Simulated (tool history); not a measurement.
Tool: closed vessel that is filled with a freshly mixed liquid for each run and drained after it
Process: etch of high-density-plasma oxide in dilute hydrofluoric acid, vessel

| run | hour | temperature setpoint of the liquid (°C) | parts of water to one part of 49 % hydrofluoric acid (parts by volume) | time in the liquid (s) | thickness taken off the high-density-plasma oxide on a monitor wafer (angstrom) |
|---|---|---|---|---|---|
| 1 | 0 | 22 | 175 | 1330 | 311.18 |
| 2 | 7.8 | 22 | 140 | 1330 | 400.33 |
| 3 | 10.1 | 22 | 140 | 1330 | 398.88 |
| 4 | 13.4 | 23 | 130 | 1330 | 454.56 |
| 5 | 16 | 23.5 | 125 | 1330 | 482.44 |
| 6 | 17 | 23.5 | 165 | 1330 | 345.28 |
| 7 | 21.8 | 24 | 155 | 1330 | 385.94 |
| 8 | 30.8 | 24.5 | 145 | 1330 | 423.15 |
| 9 | 38.9 | 28.5 | 75 | 1335 | 1054.5 |
| 10 | 39.9 | 28 | 75 | 1335 | 1050 |

Run 11 comes next. What will it give?
| 11 | 41 | 27.5 | 75 | 1335 | ? |

{"run 11": {"thickness taken off the high-density-plasma oxide on a monitor wafer (angstrom)": 1022.1}}

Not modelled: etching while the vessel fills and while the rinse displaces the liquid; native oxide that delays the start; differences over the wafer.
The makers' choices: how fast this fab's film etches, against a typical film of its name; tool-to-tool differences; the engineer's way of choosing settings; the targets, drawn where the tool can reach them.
